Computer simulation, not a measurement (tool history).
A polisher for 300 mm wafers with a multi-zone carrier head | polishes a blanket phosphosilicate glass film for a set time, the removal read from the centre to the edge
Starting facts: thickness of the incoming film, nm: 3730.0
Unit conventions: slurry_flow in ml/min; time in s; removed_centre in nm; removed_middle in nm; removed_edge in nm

run  hour  slurry_flow  centre_zone  middle_zone  edge_zone  slurry_solids  time  removed_centre  removed_middle  removed_edge
  1   0.0          260         1.00         1.00       1.00           1.00    68          765.77          775.10        812.94
  2   8.9          250         0.95         0.96       0.96           0.85    61          608.21          632.21        666.62
  3  10.3          240         0.91         0.92       0.93           0.75    56          507.52          531.51        565.69
  4  13.4          225         0.88         0.89       0.91           0.70    54          454.81          485.99        536.64
  5  21.7          225         0.88         0.92       0.91           0.70    54          452.68          502.45        523.46
  6  30.1          220         0.87         0.89       0.89           0.65    52          423.28          452.40        487.60
  7  32.5          210         0.85         0.87       0.87           0.60    51          392.57          417.57        458.95
  8  34.6          185         0.81         0.86       0.81           0.50    49          322.37          365.15        388.66

Predict the results of run 9:
  9  42.0          200         0.81         0.86       0.82           0.50    49               ?               ?             ?

{"run 9": {"removed_centre": 330.66, "removed_middle": 373.32, "removed_edge": 393.92}}
